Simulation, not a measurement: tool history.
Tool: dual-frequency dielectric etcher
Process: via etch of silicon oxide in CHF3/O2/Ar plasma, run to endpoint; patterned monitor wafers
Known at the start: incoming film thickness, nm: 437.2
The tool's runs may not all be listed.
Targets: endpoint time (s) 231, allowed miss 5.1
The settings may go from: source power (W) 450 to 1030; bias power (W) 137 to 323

run  hour  source power (W)  bias power (W)  endpoint time (s)
  1     0               740             230             180.84
  2   4.3               740             202              192.8
  3   9.5               740             166             216.64
  4  17.7               740             139             237.22
     20.6  -- source power generator calibrated
  5  20.6               810             139             217.69
  6  26.3               930             139             203.96
  7  26.9               900             139             209.21
  8  28.7               880             139             210.65

5 next moves are on the table. One of them brings every result within its allowed miss. Which?
  A  30.5               830             139                  ?
  B  30.5               620             151                  ?
  C  30.5               700             137                  ?
  D  30.5              1010             165                  ?
  E  30.5               760             137                  ?

move  endpoint time (s)
   A             214.92
   B              242.7
   C             238.72
   D             176.53
   E             227.65
A: nearer than the last run, and not there yet
B: takes the result that was furthest off past its target
C: takes the result that was furthest off past its target
D: further off than the last run
E: meets every target
Answer: E
